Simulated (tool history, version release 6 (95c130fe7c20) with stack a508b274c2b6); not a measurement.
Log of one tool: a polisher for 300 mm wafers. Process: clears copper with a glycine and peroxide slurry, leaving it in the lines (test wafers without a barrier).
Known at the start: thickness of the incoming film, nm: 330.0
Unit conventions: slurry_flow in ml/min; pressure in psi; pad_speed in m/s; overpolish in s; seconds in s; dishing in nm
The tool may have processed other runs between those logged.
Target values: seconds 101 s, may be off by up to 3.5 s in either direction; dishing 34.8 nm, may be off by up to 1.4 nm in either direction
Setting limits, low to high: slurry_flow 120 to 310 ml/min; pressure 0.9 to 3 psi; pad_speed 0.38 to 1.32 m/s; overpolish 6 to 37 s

run,day,slurry_flow,pressure,pad_speed,overpolish,seconds,dishing
1,0,200,1.9,0.84,19,91.067,42.629
2,0.2,200,1.9,0.84,11,90.933,27.784
3,0.238,195,1.8,0.84,13,93.869,30.652
4,0.479,230,1.8,0.84,13,91.508,31.74
5,0.646,230,1.8,0.72,13,103.72,28.788
6,0.85,205,1.8,0.72,13,105.08,28.079
7,1.058,210,1.8,0.72,14,103.76,30.658
8,1.246,215,1.8,0.72,15,104.3,32.595
9,1.504,220,1.8,0.72,15,101.17,31.991

Which one of the following 4 next-run settings gets every result inside its allowed miss? There is exactly one.
A,1.762,175,1.7,0.84,16,?,?
B,1.762,210,1.8,0.74,13,?,?
C,1.762,235,1.6,0.8,13,?,?
D,1.762,230,1.9,0.72,14,?,?

move,seconds,dishing
A,100.96,34.819
B,103.29,29.057
C,104.17,28.783
D,100.4,31.642
A: each result inside its tolerance
B: lands further from the targets than the last run did
C: lands further from the targets than the last run did
D: lands further from the targets than the last run did
Move A is the one to make.
